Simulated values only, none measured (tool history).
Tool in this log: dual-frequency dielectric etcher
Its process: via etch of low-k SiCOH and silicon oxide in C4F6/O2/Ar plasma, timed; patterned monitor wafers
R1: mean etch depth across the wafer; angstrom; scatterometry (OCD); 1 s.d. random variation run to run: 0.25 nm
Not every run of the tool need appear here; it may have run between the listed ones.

Run 1, hour 0.0: source power (kW) 0.440, bias power (kW) 0.254, etch time (s) 37.5. Result: R1 1073.2 angstrom.
Run 2, hour 8.4: source power (kW) 0.440, bias power (kW) 0.254, etch time (s) 37.5. Result: R1 1078.9 angstrom.
Run 3, hour 14.5: source power (kW) 0.440, bias power (kW) 0.281, etch time (s) 37.5. Result: R1 1135.7 angstrom.
Run 4, hour 22.5: source power (kW) 0.440, bias power (kW) 0.281, etch time (s) 34.5. Result: R1 1042.5 angstrom.
Run 5, hour 27.7: source power (kW) 0.480, bias power (kW) 0.281, etch time (s) 34.5. Result: R1 1074.5 angstrom.
Run 6, hour 30.4: source power (kW) 0.480, bias power (kW) 0.249, etch time (s) 34.5. Result: R1 1004.4 angstrom.

Run 7 has not been measured yet. What should we expect?
Run 7, hour 33.7: source power (kW) 0.480, bias power (kW) 0.249, etch time (s) 34.5. Result: R1 ?.

{"run 7": {"R1": 1009.1}}
